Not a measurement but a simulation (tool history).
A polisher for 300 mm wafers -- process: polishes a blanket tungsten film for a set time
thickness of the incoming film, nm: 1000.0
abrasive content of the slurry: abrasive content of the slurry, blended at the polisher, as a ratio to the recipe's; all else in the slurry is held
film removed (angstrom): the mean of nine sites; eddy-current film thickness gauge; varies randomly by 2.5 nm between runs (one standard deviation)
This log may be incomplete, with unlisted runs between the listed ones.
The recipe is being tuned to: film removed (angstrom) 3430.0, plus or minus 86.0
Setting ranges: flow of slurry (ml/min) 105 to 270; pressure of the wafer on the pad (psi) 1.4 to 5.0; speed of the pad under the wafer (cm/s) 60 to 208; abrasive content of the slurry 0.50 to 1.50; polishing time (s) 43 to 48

run  hour  flow of slurry (ml/min)  pressure of the wafer on the pad (psi)  speed of the pad under the wafer (cm/s)  abrasive content of the slurry  polishing time (s)  film removed (angstrom)
  1   0.0                      175                                     3.2                                      134                            1.00                  48                   2378.5
  2   2.5                      175                                     2.9                                      134                            1.00                  48                   2170.2
  3   3.7                      180                                     3.1                                      134                            1.00                  48                   2335.0
  4   8.1                      185                                     3.2                                      134                            1.00                  48                   2386.8
  5  16.6                      185                                     3.3                                      134                            1.00                  48                   2459.7
  6  19.0                      185                                     3.4                                      134                            1.00                  48                   2521.0
  7  25.9                      185                                     3.5                                      134                            1.00                  48                   2602.3
  8  26.8                      185                                     3.6                                      134                            1.00                  48                   2695.6
  9  30.0                      185                                     3.7                                      134                            1.00                  48                   2760.3
 10  33.7                      185                                     3.8                                      134                            1.00                  48                   2805.1
 11  39.0                      190                                     3.9                                      134                            1.00                  48                   2882.9
 12  44.0                      190                                     4.0                                      134                            1.00                  48                   2992.2
 13  50.0                      190                                     4.1                                      134                            1.00                  48                   3081.9

4 candidate next runs follow, results not yet known. Just one meets every target within its allowed miss. Identify it.
  A  56.0                      200                                     4.9                                      144                            1.10                  45                        ?
  B  56.0                      190                                     4.8                                      140                            0.95                  48                        ?
  C  56.0                      195                                     3.7                                      124                            1.20                  45                        ?
  D  56.0                      170                                     4.9                                      142                            0.80                  46                        ?

move  film removed (angstrom)
   A                   3685.6
   B                   3653.2
   C                   2530.8
   D                   3463.6
A: the result that was furthest off in the last run now lies on the other side of its target
B: the result that was furthest off in the last run now lies on the other side of its target
C: misses by more than the last run did
D: all results in spec
D meets every target.
